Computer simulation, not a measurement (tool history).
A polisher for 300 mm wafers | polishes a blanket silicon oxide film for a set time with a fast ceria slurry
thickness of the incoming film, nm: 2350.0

run    day  flow of slurry (ml/min)  pressure of the wafer on the pad (psi)  speed of the pad under the wafer (cm/s)  polishing time (s)  film removed (nm)
  1      0                      200                                     2.5                                      104                  38              595.4
  2  0.117                      220                                     2.5                                      104                  38             613.05
  3  0.217                      230                                     2.7                                      104                  38             672.83
  4  0.554                      230                                     2.3                                      104                  38             578.33
  5  0.808                      230                                     2.3                                       88                  38             488.93
  6  1.088                      230                                     2.3                                       88                  34             435.37
  7  1.408                      235                                       3                                       92                  34             597.75

Run 8 comes next. What will it give?
  8  1.458                      240                                     3.7                                       94                  34                  ?

{"run 8": {"film removed (nm)": 746.97}}

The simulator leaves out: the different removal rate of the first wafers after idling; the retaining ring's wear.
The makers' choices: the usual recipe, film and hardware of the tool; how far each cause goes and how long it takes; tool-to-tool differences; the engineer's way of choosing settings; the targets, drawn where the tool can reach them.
